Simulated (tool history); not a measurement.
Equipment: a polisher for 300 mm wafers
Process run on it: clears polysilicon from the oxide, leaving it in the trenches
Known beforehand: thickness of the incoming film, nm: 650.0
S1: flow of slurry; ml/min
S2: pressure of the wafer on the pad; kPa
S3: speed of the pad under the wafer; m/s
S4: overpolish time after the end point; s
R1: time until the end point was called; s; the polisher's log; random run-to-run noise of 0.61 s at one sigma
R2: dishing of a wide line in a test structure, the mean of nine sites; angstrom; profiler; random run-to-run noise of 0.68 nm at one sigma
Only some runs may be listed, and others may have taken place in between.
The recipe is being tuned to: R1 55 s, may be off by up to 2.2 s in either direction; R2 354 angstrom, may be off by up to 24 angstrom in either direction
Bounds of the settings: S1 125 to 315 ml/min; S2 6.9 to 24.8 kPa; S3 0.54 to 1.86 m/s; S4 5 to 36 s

Run 1, hour 0: S1 205 ml/min, S2 15.9 kPa, S3 1.18 m/s, S4 18 s. Result: R1 57.284 s, R2 477.49 angstrom.
Run 2, hour 4.6: S1 205 ml/min, S2 15.9 kPa, S3 1.38 m/s, S4 18 s. Result: R1 49.178 s, R2 443.81 angstrom.
Run 3, hour 7.1: S1 205 ml/min, S2 12.4 kPa, S3 1.38 m/s, S4 18 s. Result: R1 61.751 s, R2 472.62 angstrom.
Run 4, hour 12.2: S1 185 ml/min, S2 12.4 kPa, S3 1.42 m/s, S4 15 s. Result: R1 60.273 s, R2 452.03 angstrom.
Run 5, hour 14.1: S1 185 ml/min, S2 9 kPa, S3 1.42 m/s, S4 15 s. Result: R1 78.642 s, R2 420.98 angstrom.
Run 6, hour 19.7: S1 170 ml/min, S2 9 kPa, S3 1.52 m/s, S4 13 s. Result: R1 74.723 s, R2 433.48 angstrom.
Run 7, hour 22.4: S1 225 ml/min, S2 13.1 kPa, S3 1.22 m/s, S4 22 s. Result: R1 65.153 s, R2 450.09 angstrom.
Run 8, hour 25.6: S1 245 ml/min, S2 11.7 kPa, S3 1.34 m/s, S4 25 s. Result: R1 65.526 s, R2 464.55 angstrom.
Run 9, hour 28.1: S1 215 ml/min, S2 12.4 kPa, S3 1.38 m/s, S4 20 s. Result: R1 59.786 s, R2 474.22 angstrom.
Run 10, hour 34: S1 215 ml/min, S2 12.4 kPa, S3 1.38 m/s, S4 20 s. Result: R1 61.7 s, R2 466.33 angstrom.
Run 11, hour 36.6: S1 225 ml/min, S2 14.5 kPa, S3 1.38 m/s, S4 11 s. Result: R1 54.424 s, R2 468.4 angstrom.
Run 12, hour 43.3: S1 200 ml/min, S2 13.8 kPa, S3 1.46 m/s, S4 11 s. Result: R1 53.08 s, R2 447.88 angstrom.

Next run, 4 choices. One meets every target within its allowed miss, the rest don't. Which?
Run A, hour 50: S1 220 ml/min, S2 14.5 kPa, S3 1.46 m/s, S4 10 s. Result: R1 ?, R2 ?.
Run B, hour 50: S1 125 ml/min, S2 12.4 kPa, S3 1.86 m/s, S4 8 s. Result: R1 ?, R2 ?.
Run C, hour 50: S1 165 ml/min, S2 14.5 kPa, S3 1.58 m/s, S4 17 s. Result: R1 ?, R2 ?.
Run D, hour 50: S1 180 ml/min, S2 14.5 kPa, S3 1.38 m/s, S4 5 s. Result: R1 ?, R2 ?.

move      R1      R2
   A  50.628  436.88
   B  50.418   419.9
   C  48.978  454.96
   D   55.07  348.52
A: nearer the targets than the last run, but a result is still out of spec
B: nearer the targets than the last run, but a result is still out of spec
C: misses by more than the last run did
D: every result within its allowed miss
Move D is the one to make.
